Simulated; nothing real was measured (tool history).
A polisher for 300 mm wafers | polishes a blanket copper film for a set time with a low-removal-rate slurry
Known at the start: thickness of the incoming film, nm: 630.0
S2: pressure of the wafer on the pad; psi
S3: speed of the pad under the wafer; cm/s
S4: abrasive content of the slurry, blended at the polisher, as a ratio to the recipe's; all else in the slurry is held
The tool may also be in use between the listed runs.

run 1 hour=0 | flow_of_slurry_(ml/min)=160 S2=2.9 S3=84 S4=1 polishing_time_(s)=88 | film_removed_(Å)=1899.6
run 2 hour=6.4 | flow_of_slurry_(ml/min)=160 S2=2.9 S3=84 S4=1.1 polishing_time_(s)=88 | film_removed_(Å)=1969.4
run 3 hour=10.5 | flow_of_slurry_(ml/min)=160 S2=2.4 S3=82 S4=1.1 polishing_time_(s)=88 | film_removed_(Å)=1653.2
run 4 hour=17.3 | flow_of_slurry_(ml/min)=125 S2=2.4 S3=82 S4=1.1 polishing_time_(s)=88 | film_removed_(Å)=1589.7
run 5 hour=23.2 | flow_of_slurry_(ml/min)=125 S2=2.4 S3=82 S4=1.1 polishing_time_(s)=88 | film_removed_(Å)=1577
run 6 hour=29.2 | flow_of_slurry_(ml/min)=95 S2=2.4 S3=82 S4=1.1 polishing_time_(s)=88 | film_removed_(Å)=1512.7

The next listed run, before its measurement:
-- hour=37.1 worn pad replaced by a new one
run 7 hour=37.1 | flow_of_slurry_(ml/min)=95 S2=2.1 S3=82 S4=1.1 polishing_time_(s)=88 | film_removed_(Å)=?

{"run 7": {"film removed (Å)": 1461.8}}
